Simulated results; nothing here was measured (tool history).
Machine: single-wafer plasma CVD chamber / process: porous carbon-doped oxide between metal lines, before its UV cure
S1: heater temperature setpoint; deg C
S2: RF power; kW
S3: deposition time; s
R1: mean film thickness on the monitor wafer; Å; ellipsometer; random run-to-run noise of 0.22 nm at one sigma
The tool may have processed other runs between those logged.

run 1 hour=0.0 | S1=310 S2=0.415 S3=11.9 | R1=538.38
run 2 hour=3.1 | S1=303 S2=0.415 S3=11.9 | R1=561.91
run 3 hour=7.9 | S1=309 S2=0.410 S3=11.9 | R1=539.40
run 4 hour=11.0 | S1=320 S2=0.410 S3=11.9 | R1=499.86
run 5 hour=19.8 | S1=320 S2=0.450 S3=11.9 | R1=528.48
run 6 hour=27.1 | S1=323 S2=0.445 S3=11.9 | R1=521.24
run 7 hour=29.0 | S1=325 S2=0.440 S3=11.9 | R1=509.82
run 8 hour=34.2 | S1=327 S2=0.435 S3=11.9 | R1=501.44
run 9 hour=37.5 | S1=328 S2=0.430 S3=11.9 | R1=500.90
run 10 hour=40.6 | S1=329 S2=0.425 S3=11.9 | R1=492.01

Estimate the outcome of run 11 from the log above:
run 11 hour=42.8 | S1=330 S2=0.420 S3=11.9 | R1=?

R1: 489.72 Å
